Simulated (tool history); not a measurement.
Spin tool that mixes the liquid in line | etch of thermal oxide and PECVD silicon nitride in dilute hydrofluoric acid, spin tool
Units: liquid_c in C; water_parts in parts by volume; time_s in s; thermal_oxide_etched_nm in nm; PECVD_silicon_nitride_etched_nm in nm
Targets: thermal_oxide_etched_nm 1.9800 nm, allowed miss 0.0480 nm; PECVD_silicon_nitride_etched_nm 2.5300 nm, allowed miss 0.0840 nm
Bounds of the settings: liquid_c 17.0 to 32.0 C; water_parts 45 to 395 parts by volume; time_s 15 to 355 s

run  hour  liquid_c  water_parts  time_s  thermal_oxide_etched_nm  PECVD_silicon_nitride_etched_nm
  1   0.0      24.0          220     180                   2.9894                           3.9050
  2   0.6      23.0          240     185                   2.6476                           3.4840
  3   5.4      26.0          240     185                   2.9547                           4.2758
  4  11.3      27.5          240     185                   3.1028                           4.6509
  5  13.9      25.5          255     190                   2.7135                           3.9743
  6  14.8      25.5          255     260                   3.7619                           5.3744
  7  21.8      23.5          275     260                   3.1602                           4.4842
  8  23.8      21.5          285     260                   2.8248                           3.8015
  9  27.3      20.5          295     260                   2.6211                           3.3679
 10  32.6      20.0          310     260                   2.4079                           3.1138
 11  37.3      19.5          320     260                   2.2466                           2.9356
 12  43.1      19.0          325     260                   2.1771                           2.8313
 13  49.2      18.5          330     260                   2.0992                           2.7170

5 next moves are on the table. One of them brings every result within its allowed miss. Which?
  A  55.3      18.0          335     255                        ?                                ?
  B  55.3      20.5          350     230                        ?                                ?
  C  55.3      19.0          260     195                        ?                                ?
  D  55.3      19.0          345     270                        ?                                ?
  E  55.3      22.0          365     255                        ?                                ?

move  thermal_oxide_etched_nm  PECVD_silicon_nitride_etched_nm
   A                   1.9914                           2.5412
   B                   1.8627                           2.5833
   C                   2.1693                           2.6385
   D                   2.1084                           2.7928
   E                   2.0632                           3.0231
A: meets every target
B: takes the result that was furthest off past its target
C: further off than the last run
D: further off than the last run
E: further off than the last run
Answer: A
